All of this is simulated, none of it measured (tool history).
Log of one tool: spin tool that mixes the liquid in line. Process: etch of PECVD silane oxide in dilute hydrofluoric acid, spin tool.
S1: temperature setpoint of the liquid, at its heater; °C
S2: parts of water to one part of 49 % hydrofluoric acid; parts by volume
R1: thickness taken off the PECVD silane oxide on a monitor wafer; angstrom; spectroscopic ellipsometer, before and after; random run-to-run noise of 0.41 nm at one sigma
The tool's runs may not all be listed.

Run 1, hour 0: S1 25 °C, S2 230 parts by volume, time under the liquid (s) 210. Result: R1 281.85 angstrom.
Run 2, hour 5: S1 25 °C, S2 230 parts by volume, time under the liquid (s) 210. Result: R1 282.33 angstrom.
Run 3, hour 12.9: S1 25 °C, S2 185 parts by volume, time under the liquid (s) 210. Result: R1 362.53 angstrom.
Run 4, hour 13.8: S1 25 °C, S2 230 parts by volume, time under the liquid (s) 210. Result: R1 281.39 angstrom.
Run 5, hour 19.5: S1 27 °C, S2 210 parts by volume, time under the liquid (s) 210. Result: R1 336.69 angstrom.
Run 6, hour 20.9: S1 27 °C, S2 210 parts by volume, time under the liquid (s) 210. Result: R1 337.1 angstrom.
Run 7, hour 29.2: S1 28.5 °C, S2 195 parts by volume, time under the liquid (s) 210. Result: R1 386.5 angstrom.
Run 8, hour 31: S1 29.5 °C, S2 185 parts by volume, time under the liquid (s) 210. Result: R1 425.63 angstrom.

The next listed run, before its measurement:
Run 9, hour 38.1: S1 30.5 °C, S2 180 parts by volume, time under the liquid (s) 210. Result: R1 ?.

Run 9 yielded R1 469.15 angstrom.
